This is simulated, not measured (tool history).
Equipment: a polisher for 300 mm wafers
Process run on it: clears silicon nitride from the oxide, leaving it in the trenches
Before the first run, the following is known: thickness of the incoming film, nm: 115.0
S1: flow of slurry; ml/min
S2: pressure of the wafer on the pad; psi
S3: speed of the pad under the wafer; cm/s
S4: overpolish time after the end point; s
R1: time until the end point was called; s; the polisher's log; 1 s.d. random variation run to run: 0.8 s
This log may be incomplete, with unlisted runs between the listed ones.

{"run": 1, "hour": 0.0, "S1": 210, "S2": 2.8, "S3": 128, "S4": 3, "R1": 126.4}
{"run": 2, "hour": 8.2, "S1": 185, "S2": 2.8, "S3": 128, "S4": 3, "R1": 128.67}
{"run": 3, "hour": 14.1, "S1": 185, "S2": 2.3, "S3": 128, "S4": 3, "R1": 153.65}
{"run": 4, "hour": 18.7, "S1": 190, "S2": 2.7, "S3": 128, "S4": 3, "R1": 133.63}
{"run": 5, "hour": 21.2, "S1": 195, "S2": 3, "S3": 128, "S4": 3, "R1": 121.31}
{"run": 6, "hour": 24.7, "S1": 205, "S2": 3.2, "S3": 128, "S4": 3, "R1": 112.64}
{"run": 7, "hour": 32.5, "S1": 210, "S2": 3.4, "S3": 128, "S4": 3, "R1": 104.82}
{"run": 8, "hour": 36.6, "S1": 215, "S2": 3.5, "S3": 128, "S4": 3, "R1": 102.79}
{"run": 9, "hour": 41.3, "S1": 215, "S2": 3.6, "S3": 128, "S4": 3, "R1": 97.456}

Estimate the outcome of run 10 from the log above:
{"run": 10, "hour": 44.2, "S1": 215, "S2": 3.7, "S3": 128, "S4": 3, "R1": "?"}

Run 10 measured R1 96.667 s.
